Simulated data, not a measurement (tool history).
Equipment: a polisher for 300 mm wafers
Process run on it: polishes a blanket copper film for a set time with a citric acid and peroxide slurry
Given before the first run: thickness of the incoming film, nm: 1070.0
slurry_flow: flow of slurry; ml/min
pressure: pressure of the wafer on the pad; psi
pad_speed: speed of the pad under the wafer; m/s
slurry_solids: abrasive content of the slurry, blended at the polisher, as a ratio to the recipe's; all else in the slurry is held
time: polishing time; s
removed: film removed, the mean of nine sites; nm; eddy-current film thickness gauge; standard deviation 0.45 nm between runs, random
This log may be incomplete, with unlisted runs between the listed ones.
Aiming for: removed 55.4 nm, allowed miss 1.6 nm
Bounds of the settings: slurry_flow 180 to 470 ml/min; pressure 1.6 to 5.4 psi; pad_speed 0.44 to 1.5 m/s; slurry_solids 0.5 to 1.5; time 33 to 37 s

{"run": 1, "hour": 0.0, "slurry_flow": 300, "pressure": 3.5, "pad_speed": 0.96, "slurry_solids": 1, "time": 37, "removed": 110.89}
{"run": 2, "hour": 4.4, "slurry_flow": 300, "pressure": 3.5, "pad_speed": 0.96, "slurry_solids": 1, "time": 33, "removed": 100.34}
{"run": 3, "hour": 10.3, "slurry_flow": 300, "pressure": 3.5, "pad_speed": 0.96, "slurry_solids": 1.15, "time": 33, "removed": 102.52}
{"run": 4, "hour": 15.8, "slurry_flow": 300, "pressure": 3.2, "pad_speed": 0.94, "slurry_solids": 1.15, "time": 33, "removed": 92.133}
{"run": 5, "hour": 21.2, "slurry_flow": 300, "pressure": 2.9, "pad_speed": 0.94, "slurry_solids": 1.15, "time": 33, "removed": 83.312}
{"run": 6, "hour": 23.3, "slurry_flow": 300, "pressure": 3.4, "pad_speed": 0.94, "slurry_solids": 1.15, "time": 33, "removed": 96.494}
{"run": 7, "hour": 25.1, "slurry_flow": 300, "pressure": 3.1, "pad_speed": 0.94, "slurry_solids": 1.15, "time": 33, "removed": 89.065}
{"run": 8, "hour": 28.2, "slurry_flow": 300, "pressure": 2.9, "pad_speed": 0.94, "slurry_solids": 1.15, "time": 33, "removed": 83.618}
{"run": 9, "hour": 32.3, "slurry_flow": 300, "pressure": 2.7, "pad_speed": 0.94, "slurry_solids": 1.15, "time": 33, "removed": 76.822}
{"run": 10, "hour": 37.7, "slurry_flow": 300, "pressure": 2.6, "pad_speed": 0.94, "slurry_solids": 1.15, "time": 33, "removed": 75.1}

Below are 5 possible settings for the next run. Only one of them brings all results inside the allowed miss of their targets. Which is it?
{"run": "A", "hour": 43.1, "slurry_flow": 235, "pressure": 2.2, "pad_speed": 0.72, "slurry_solids": 1.2, "time": 34, "removed": "?"}
{"run": "B", "hour": 43.1, "slurry_flow": 290, "pressure": 2.6, "pad_speed": 0.58, "slurry_solids": 1.25, "time": 34, "removed": "?"}
{"run": "C", "hour": 43.1, "slurry_flow": 260, "pressure": 2, "pad_speed": 0.9, "slurry_solids": 1.15, "time": 33, "removed": "?"}
{"run": "D", "hour": 43.1, "slurry_flow": 270, "pressure": 2.4, "pad_speed": 0.68, "slurry_solids": 1.15, "time": 33, "removed": "?"}
{"run": "E", "hour": 43.1, "slurry_flow": 290, "pressure": 3.1, "pad_speed": 1.12, "slurry_solids": 1.1, "time": 37, "removed": "?"}

move=A removed=51.943
move=B removed=52.728
move=C removed=55.778
move=D removed=52.782
move=E removed=115.59
A: pushes the last run's worst result past its target
B: pushes the last run's worst result past its target
C: hits every target within its allowed miss
D: pushes the last run's worst result past its target
E: the biggest miss grows against the last run
The move that meets every target is C.

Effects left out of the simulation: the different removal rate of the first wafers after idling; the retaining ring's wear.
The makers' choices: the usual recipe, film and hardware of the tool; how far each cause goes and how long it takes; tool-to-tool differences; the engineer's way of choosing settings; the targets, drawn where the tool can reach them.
